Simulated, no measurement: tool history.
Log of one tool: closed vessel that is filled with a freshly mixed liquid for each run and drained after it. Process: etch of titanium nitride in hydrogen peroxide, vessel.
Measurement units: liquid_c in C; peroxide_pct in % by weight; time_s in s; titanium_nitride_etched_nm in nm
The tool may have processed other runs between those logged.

{"run": 1, "hour": 0.0, "liquid_c": 46.0, "peroxide_pct": 22.5, "time_s": 350, "titanium_nitride_etched_nm": 17.983}
{"run": 2, "hour": 3.8, "liquid_c": 53.0, "peroxide_pct": 22.5, "time_s": 350, "titanium_nitride_etched_nm": 29.893}
{"run": 3, "hour": 11.2, "liquid_c": 53.0, "peroxide_pct": 27.0, "time_s": 350, "titanium_nitride_etched_nm": 31.144}
{"run": 4, "hour": 16.6, "liquid_c": 53.0, "peroxide_pct": 22.0, "time_s": 350, "titanium_nitride_etched_nm": 29.673}
{"run": 5, "hour": 18.5, "liquid_c": 53.0, "peroxide_pct": 17.0, "time_s": 350, "titanium_nitride_etched_nm": 28.229}
{"run": 6, "hour": 20.3, "liquid_c": 49.5, "peroxide_pct": 17.0, "time_s": 350, "titanium_nitride_etched_nm": 21.887}

Predict the results of run 7:
{"run": 7, "hour": 24.2, "liquid_c": 47.0, "peroxide_pct": 17.0, "time_s": 350, "titanium_nitride_etched_nm": "?"}

{"run 7": {"titanium_nitride_etched_nm": 18.386}}

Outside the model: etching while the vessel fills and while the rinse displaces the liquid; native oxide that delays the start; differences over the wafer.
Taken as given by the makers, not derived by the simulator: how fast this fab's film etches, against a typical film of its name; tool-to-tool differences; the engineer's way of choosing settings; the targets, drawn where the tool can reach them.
